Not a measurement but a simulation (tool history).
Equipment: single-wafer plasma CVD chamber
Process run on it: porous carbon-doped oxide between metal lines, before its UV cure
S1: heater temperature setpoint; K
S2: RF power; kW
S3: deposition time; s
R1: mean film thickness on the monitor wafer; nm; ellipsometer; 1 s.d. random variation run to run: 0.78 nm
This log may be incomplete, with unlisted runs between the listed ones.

run 1 hour=0 | S1=553.15 S2=0.6 S3=41.5 | R1=300.37
run 2 hour=4 | S1=549.15 S2=0.6 S3=41.5 | R1=308.11
run 3 hour=5.2 | S1=555.15 S2=0.56 S3=41.5 | R1=275.09
run 4 hour=8.3 | S1=559.15 S2=0.55 S3=41.5 | R1=263.97
run 5 hour=16.2 | S1=559.15 S2=0.55 S3=42.8 | R1=271.62
run 6 hour=24.2 | S1=559.15 S2=0.605 S3=42.8 | R1=298.01
run 7 hour=29.7 | S1=562.15 S2=0.575 S3=42.7 | R1=280.64
run 8 hour=34.2 | S1=565.15 S2=0.55 S3=42.6 | R1=260.01
run 9 hour=41.1 | S1=567.15 S2=0.535 S3=42.6 | R1=250
run 10 hour=50.1 | S1=569.15 S2=0.525 S3=42.6 | R1=242.04

Estimate the outcome of run 11 from the log above:
run 11 hour=56.4 | S1=569.15 S2=0.525 S3=42.6 | R1=?

Logged for run 11: R1 241.71 nm.

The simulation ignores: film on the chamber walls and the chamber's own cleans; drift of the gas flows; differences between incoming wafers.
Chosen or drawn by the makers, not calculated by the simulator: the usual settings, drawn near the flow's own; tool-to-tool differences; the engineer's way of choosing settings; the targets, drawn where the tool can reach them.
